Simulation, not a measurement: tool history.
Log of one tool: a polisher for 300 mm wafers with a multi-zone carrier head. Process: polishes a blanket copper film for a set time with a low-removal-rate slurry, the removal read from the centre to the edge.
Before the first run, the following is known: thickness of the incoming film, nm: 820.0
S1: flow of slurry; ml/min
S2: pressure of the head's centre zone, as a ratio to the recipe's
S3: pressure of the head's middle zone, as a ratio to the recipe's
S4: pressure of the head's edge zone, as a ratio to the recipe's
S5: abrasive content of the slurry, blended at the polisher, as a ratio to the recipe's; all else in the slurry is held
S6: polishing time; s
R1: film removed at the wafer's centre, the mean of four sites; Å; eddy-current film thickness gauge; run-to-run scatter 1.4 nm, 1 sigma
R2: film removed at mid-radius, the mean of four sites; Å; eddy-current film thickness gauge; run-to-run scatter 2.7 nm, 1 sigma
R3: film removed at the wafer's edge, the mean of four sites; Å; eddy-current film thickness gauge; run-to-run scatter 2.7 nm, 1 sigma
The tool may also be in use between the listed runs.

Run 1, hour 0.0: S1 270 ml/min, S2 1.00, S3 1.00, S4 1.00, S5 1.00, S6 55 s. Result: R1 1982.2 Å, R2 1904.9 Å, R3 1988.8 Å.
Run 2, hour 8.0: S1 230 ml/min, S2 1.00, S3 1.00, S4 1.00, S5 1.00, S6 55 s. Result: R1 1927.3 Å, R2 1871.0 Å, R3 1987.2 Å.
Run 3, hour 9.7: S1 190 ml/min, S2 1.00, S3 1.00, S4 1.00, S5 1.00, S6 55 s. Result: R1 1874.8 Å, R2 1825.4 Å, R3 1898.2 Å.
Run 4, hour 17.0: S1 190 ml/min, S2 1.00, S3 1.00, S4 1.00, S5 1.10, S6 55 s. Result: R1 1915.5 Å, R2 1929.6 Å, R3 2005.7 Å.
Run 5, hour 22.6: S1 190 ml/min, S2 1.03, S3 1.00, S4 1.00, S5 1.10, S6 55 s. Result: R1 1978.6 Å, R2 1907.9 Å, R3 1948.1 Å.
Run 6, hour 29.7: S1 190 ml/min, S2 1.03, S3 1.00, S4 1.00, S5 1.25, S6 55 s. Result: R1 2054.6 Å, R2 1945.3 Å, R3 2030.1 Å.
Run 7, hour 31.8: S1 190 ml/min, S2 1.03, S3 1.00, S4 1.00, S5 1.25, S6 55 s. Result: R1 2032.9 Å, R2 1972.0 Å, R3 2041.3 Å.
Run 8, hour 35.7: S1 205 ml/min, S2 1.03, S3 1.01, S4 1.00, S5 1.25, S6 55 s. Result: R1 2057.9 Å, R2 1971.2 Å, R3 2015.5 Å.
Run 9, hour 42.6: S1 215 ml/min, S2 1.03, S3 1.02, S4 1.01, S5 1.30, S6 55 s. Result: R1 2098.3 Å, R2 2045.0 Å, R3 2091.1 Å.
Run 10, hour 48.4: S1 225 ml/min, S2 1.03, S3 1.03, S4 1.01, S5 1.30, S6 55 s. Result: R1 2127.3 Å, R2 2045.6 Å, R3 2133.7 Å.
Run 11, hour 52.5: S1 230 ml/min, S2 1.03, S3 1.05, S4 1.00, S5 1.30, S6 55 s. Result: R1 2146.2 Å, R2 2136.1 Å, R3 2158.5 Å.

Run 12 is up next; what results do you expect?
Run 12, hour 58.5: S1 235 ml/min, S2 1.03, S3 1.06, S4 1.00, S5 1.30, S6 55 s. Result: R1 ?, R2 ?, R3 ?.

R1: 2129.9 Å
R2: 2141.1 Å
R3: 2121.0 Å
